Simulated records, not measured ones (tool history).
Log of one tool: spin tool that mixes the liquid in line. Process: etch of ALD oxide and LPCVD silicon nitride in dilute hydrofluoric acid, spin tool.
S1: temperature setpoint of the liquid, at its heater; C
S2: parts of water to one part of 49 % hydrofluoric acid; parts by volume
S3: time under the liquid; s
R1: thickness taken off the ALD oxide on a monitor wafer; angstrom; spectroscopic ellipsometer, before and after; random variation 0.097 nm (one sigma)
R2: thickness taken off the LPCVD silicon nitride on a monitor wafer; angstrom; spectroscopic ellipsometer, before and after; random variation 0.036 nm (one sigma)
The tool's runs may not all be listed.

| run | hour | S1 | S2 | S3 | R1 | R2 |
|---|---|---|---|---|---|---|
| 1 | 0 | 23 | 150 | 180 | 113.02 | 5.7104 |
| 2 | 7.1 | 26 | 150 | 180 | 126.58 | 7.1153 |
| 3 | 8.9 | 26 | 150 | 210 | 148.25 | 8.5789 |
| 4 | 15.4 | 28 | 150 | 210 | 159.55 | 9.373 |
| 5 | 20 | 28 | 150 | 265 | 200.62 | 12.698 |
| 6 | 20.5 | 29 | 150 | 265 | 206.88 | 13.216 |

Run 7 comes next. What will it give?
| 7 | 28.1 | 25 | 210 | 270 | ? | ? |

R1: 123.22 angstrom
R2: 6.4367 angstrom
